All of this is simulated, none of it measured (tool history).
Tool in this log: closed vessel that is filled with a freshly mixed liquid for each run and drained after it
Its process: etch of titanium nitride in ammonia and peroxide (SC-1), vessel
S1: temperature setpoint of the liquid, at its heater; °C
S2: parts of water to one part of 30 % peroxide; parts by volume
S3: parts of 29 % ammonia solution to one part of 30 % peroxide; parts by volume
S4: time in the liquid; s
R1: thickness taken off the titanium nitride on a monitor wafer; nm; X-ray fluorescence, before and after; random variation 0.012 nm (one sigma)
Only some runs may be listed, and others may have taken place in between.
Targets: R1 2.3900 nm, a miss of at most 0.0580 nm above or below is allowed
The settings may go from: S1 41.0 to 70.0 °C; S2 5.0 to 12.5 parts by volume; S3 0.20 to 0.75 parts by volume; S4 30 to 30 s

run	hour	S1	S2	S3	S4	R1
1	0.0	57.0	7.0	0.45	30	3.5279
2	5.4	57.0	7.0	0.50	30	3.6081
3	10.5	55.0	7.0	0.50	30	3.1554
4	12.8	55.0	7.0	0.40	30	3.0073
5	22.2	54.0	7.0	0.40	30	2.8238
6	29.5	47.5	7.0	0.40	30	1.7987
7	30.4	52.5	7.0	0.40	30	2.5548
8	35.3	52.0	7.0	0.40	30	2.4785

Next run, 4 choices. One meets every target within its allowed miss, the rest don't. Which?
A	40.2	51.5	5.5	0.30	30	?
B	40.2	52.0	6.5	0.35	30	?
C	40.2	50.0	6.0	0.50	30	?
D	40.2	55.0	10.0	0.40	30	?

move	R1
A	2.5586
B	2.5058
C	2.4080
D	2.5245
A: lands further from the targets than the last run did
B: lands further from the targets than the last run did
C: in spec on every target
D: lands further from the targets than the last run did
The right move is C.

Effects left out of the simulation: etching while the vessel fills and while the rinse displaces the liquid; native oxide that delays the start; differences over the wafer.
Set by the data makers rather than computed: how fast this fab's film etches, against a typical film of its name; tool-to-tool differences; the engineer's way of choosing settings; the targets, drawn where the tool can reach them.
